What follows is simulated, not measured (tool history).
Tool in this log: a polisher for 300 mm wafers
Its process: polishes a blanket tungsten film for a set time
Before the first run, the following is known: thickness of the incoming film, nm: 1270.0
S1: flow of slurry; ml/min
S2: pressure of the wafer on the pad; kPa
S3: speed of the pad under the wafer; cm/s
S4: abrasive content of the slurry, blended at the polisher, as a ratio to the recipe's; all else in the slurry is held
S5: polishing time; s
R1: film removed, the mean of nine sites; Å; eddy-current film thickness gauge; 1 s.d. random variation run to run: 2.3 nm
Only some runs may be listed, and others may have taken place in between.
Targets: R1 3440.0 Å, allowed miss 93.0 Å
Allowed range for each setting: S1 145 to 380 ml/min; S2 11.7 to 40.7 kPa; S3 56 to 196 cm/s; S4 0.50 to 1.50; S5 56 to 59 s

run  hour   S1    S2   S3    S4  S5      R1
  1   0.0  245  26.2  126  1.00  56  3109.6
  2   1.9  245  26.2  106  1.00  56  2625.0
  3   9.3  245  26.9  106  1.00  56  2700.4
  4  12.9  245  24.1  106  1.00  56  2487.3
  5  20.8  245  25.5  106  1.00  56  2579.5
  6  26.4  245  26.9  106  1.00  56  2670.2
  7  27.8  245  28.3  106  1.00  56  2785.4
  8  29.4  245  29.0  106  1.00  56  2798.2
  9  38.4  245  29.0  106  1.00  56  2800.7
 10  39.3  245  29.0  106  1.00  56  2807.6
 11  40.0  265  35.2  106  1.00  56  3259.9

Consider the 5 candidate settings below. Which is the only one whose results all fall within their allowed miss of target?
  A  40.7  225  35.9  110  1.20  59   ?
  B  40.7  235  35.9  102  1.10  59   ?
  C  40.7  255  31.7  112  1.05  56   ?
  D  40.7  275  33.8  116  0.95  59   ?
  E  40.7  275  38.6   98  0.90  56   ?

move      R1
   A  3670.6
   B  3358.7
   C  3183.3
   D  3574.2
   E  3143.8
A: takes the result that was furthest off past its target
B: meets every target
C: the biggest miss grows against the last run
D: takes the result that was furthest off past its target
E: the biggest miss grows against the last run
The right move is B.

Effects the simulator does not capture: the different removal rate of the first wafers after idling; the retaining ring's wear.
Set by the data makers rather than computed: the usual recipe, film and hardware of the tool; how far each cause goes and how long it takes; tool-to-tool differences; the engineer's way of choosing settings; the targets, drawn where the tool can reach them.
